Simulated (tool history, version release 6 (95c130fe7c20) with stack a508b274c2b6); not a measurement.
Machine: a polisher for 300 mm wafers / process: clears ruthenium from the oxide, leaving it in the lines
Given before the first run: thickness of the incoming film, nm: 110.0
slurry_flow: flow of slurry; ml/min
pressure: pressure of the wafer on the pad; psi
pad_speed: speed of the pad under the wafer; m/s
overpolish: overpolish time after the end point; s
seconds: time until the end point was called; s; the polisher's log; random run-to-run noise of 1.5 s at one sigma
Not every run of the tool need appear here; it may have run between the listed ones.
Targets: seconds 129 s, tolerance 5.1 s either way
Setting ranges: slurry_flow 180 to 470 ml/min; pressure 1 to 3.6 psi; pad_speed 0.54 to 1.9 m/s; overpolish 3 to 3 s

run 1 day=0 | slurry_flow=300 pressure=2.3 pad_speed=1.22 overpolish=3 | seconds=66.478
run 2 day=0.208 | slurry_flow=245 pressure=2.3 pad_speed=1.22 overpolish=3 | seconds=69.45
run 3 day=0.354 | slurry_flow=275 pressure=2.3 pad_speed=1.22 overpolish=3 | seconds=68.12
run 4 day=0.525 | slurry_flow=270 pressure=2 pad_speed=1.2 overpolish=3 | seconds=77.057
run 5 day=0.817 | slurry_flow=270 pressure=1.5 pad_speed=1.2 overpolish=3 | seconds=96.587
run 6 day=0.854 | slurry_flow=270 pressure=1.5 pad_speed=1.32 overpolish=3 | seconds=87.842
run 7 day=1.054 | slurry_flow=265 pressure=1.4 pad_speed=1.26 overpolish=3 | seconds=95.88
run 8 day=1.358 | slurry_flow=260 pressure=1.3 pad_speed=1.22 overpolish=3 | seconds=107.69
run 9 day=1.446 | slurry_flow=250 pressure=1.2 pad_speed=1.22 overpolish=3 | seconds=113.5
run 10 day=1.733 | slurry_flow=240 pressure=1.2 pad_speed=1.22 overpolish=3 | seconds=111.19
run 11 day=2.029 | slurry_flow=240 pressure=1.2 pad_speed=1.2 overpolish=3 | seconds=115.65
run 12 day=2.304 | slurry_flow=235 pressure=1.2 pad_speed=1.2 overpolish=3 | seconds=115.78
run 13 day=2.404 | slurry_flow=235 pressure=1 pad_speed=1.16 overpolish=3 | seconds=135.52

Which single option among these 4 for the next run brings every result within its allowed miss of target? Just one does.
run A day=2.504 | slurry_flow=215 pressure=1 pad_speed=1.14 overpolish=3 | seconds=?
run B day=2.504 | slurry_flow=185 pressure=1.2 pad_speed=0.9 overpolish=3 | seconds=?
run C day=2.504 | slurry_flow=250 pressure=1.8 pad_speed=0.78 overpolish=3 | seconds=?
run D day=2.504 | slurry_flow=180 pressure=1 pad_speed=1.12 overpolish=3 | seconds=?

move=A seconds=137.56
move=B seconds=154.47
move=C seconds=127.71
move=D seconds=142.12
A: lands further from the targets than the last run did
B: lands further from the targets than the last run did
C: all results land within tolerance of their targets
D: lands further from the targets than the last run did
Go with C: it meets all targets.

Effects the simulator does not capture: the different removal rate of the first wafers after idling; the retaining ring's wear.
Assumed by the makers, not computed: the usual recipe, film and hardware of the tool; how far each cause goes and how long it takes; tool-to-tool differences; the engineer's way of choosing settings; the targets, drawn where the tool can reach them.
